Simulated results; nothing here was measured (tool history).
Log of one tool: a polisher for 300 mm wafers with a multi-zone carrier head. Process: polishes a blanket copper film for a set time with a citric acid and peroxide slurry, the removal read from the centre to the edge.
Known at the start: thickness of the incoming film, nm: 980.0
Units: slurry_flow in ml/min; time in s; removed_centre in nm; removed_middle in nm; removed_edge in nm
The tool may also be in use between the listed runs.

run	hour	slurry_flow	centre_zone	middle_zone	edge_zone	slurry_solids	time	removed_centre	removed_middle	removed_edge
1	0.0	145	1.00	1.00	1.00	1.00	49	126.43	123.23	120.87
2	2.3	145	0.99	1.01	1.02	1.05	50	130.17	130.94	126.39
3	8.3	145	0.99	1.01	1.02	0.95	50	125.67	125.93	119.44
4	15.5	145	0.99	1.01	1.02	0.95	55	139.81	142.48	135.23
5	16.8	145	0.99	1.07	1.02	0.95	55	139.24	147.53	133.30
6	20.6	145	0.99	1.07	1.02	0.95	59	150.51	156.21	146.46

Forecast run 7:
# hour 29.2: edge zone pressure recalibrated
7	29.2	150	0.98	1.08	1.03	1.00	59	?	?	?

{"run 7": {"removed_centre": 149.9, "removed_middle": 158.43, "removed_edge": 146.54}}
